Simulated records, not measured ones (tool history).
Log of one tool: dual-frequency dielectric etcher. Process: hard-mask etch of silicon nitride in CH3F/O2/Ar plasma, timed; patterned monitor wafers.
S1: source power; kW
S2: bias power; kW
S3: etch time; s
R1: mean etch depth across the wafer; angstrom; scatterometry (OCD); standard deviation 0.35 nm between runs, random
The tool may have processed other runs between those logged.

run,hour,S1,S2,S3,R1
1,0.0,0.300,0.095,253.5,1817.6
2,1.4,0.280,0.093,253.5,1753.4
3,5.6,0.280,0.084,253.5,1694.2
4,8.5,0.310,0.084,253.5,1748.3
5,9.5,0.300,0.082,253.5,1719.5
6,11.1,0.290,0.081,253.5,1695.4
7,18.1,0.280,0.080,253.5,1668.0

Estimate the outcome of run 8 from the log above:
8,19.8,0.270,0.079,253.5,?

R1: 1637.1 angstrom

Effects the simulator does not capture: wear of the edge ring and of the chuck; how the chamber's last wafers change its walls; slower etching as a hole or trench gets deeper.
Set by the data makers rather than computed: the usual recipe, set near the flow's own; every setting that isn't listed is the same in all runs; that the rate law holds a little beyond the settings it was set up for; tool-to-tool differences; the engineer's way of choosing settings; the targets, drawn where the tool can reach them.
